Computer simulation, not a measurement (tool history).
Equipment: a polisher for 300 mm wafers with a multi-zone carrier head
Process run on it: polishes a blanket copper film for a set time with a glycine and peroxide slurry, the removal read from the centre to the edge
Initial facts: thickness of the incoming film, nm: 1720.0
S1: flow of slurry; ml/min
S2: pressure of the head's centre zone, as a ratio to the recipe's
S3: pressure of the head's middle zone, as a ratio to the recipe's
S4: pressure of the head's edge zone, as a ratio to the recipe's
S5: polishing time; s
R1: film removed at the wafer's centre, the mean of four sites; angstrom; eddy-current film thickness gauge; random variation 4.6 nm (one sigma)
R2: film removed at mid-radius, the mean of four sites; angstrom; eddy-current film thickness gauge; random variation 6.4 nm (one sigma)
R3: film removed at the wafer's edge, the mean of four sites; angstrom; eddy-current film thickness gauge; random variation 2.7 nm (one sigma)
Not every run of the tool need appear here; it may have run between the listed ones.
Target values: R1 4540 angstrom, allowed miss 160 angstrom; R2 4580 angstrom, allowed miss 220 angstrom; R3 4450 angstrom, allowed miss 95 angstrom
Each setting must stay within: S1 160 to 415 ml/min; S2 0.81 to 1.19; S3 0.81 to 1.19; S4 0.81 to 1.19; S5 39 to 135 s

run,hour,S1,S2,S3,S4,S5,R1,R2,R3
1,0,265,1,1,1,87,6040.8,6175.4,6462.1
2,5.7,325,1,1,1,87,6206.1,6456.8,6540.2
3,14.2,325,1,1,0.99,84,6022,6249.2,6332.1
4,19.5,325,1,1,0.99,76,5341.2,5609.5,5795.6
5,25.2,320,1.01,1,0.97,74,5365.6,5319.6,5434.5
6,31.7,315,1,1,0.95,74,5345.7,5463.5,5424.5
7,35.1,310,0.99,0.99,0.94,73,5095.7,5341.3,5307.5
# hour 38.3: edge zone pressure recalibrated
8,38.3,305,0.99,0.98,0.93,72,5035.9,5267.5,4952.4
9,42.8,295,0.99,0.97,0.93,72,5002.4,5257.4,4919.6
10,46.3,285,0.99,0.97,0.93,71,4939.9,5127.2,4856.6

Exactly one of the 5 candidate moves below puts every result within its allowed miss. Which one?
A,49.8,280,1.01,0.96,0.83,69,?,?,?
B,49.8,315,0.98,0.95,0.93,65,?,?,?
C,49.8,270,1.1,0.85,0.81,70,?,?,?
D,49.8,310,1.14,0.91,0.94,68,?,?,?
E,49.8,290,0.92,1.15,1.05,72,?,?,?

move,R1,R2,R3
A,4810.1,4818.6,4493.2
B,4461.3,4555.1,4494
C,5250.1,4483.6,4503.4
D,5346.3,4617,4721.9
E,4635.9,5735.7,5235.3
A: the furthest-off result lands on target, but another misses its tolerance
B: meets every target
C: the furthest-off result lands on target, but another misses its tolerance
D: the biggest miss grows against the last run
E: the biggest miss grows against the last run
The move that meets every target is B.
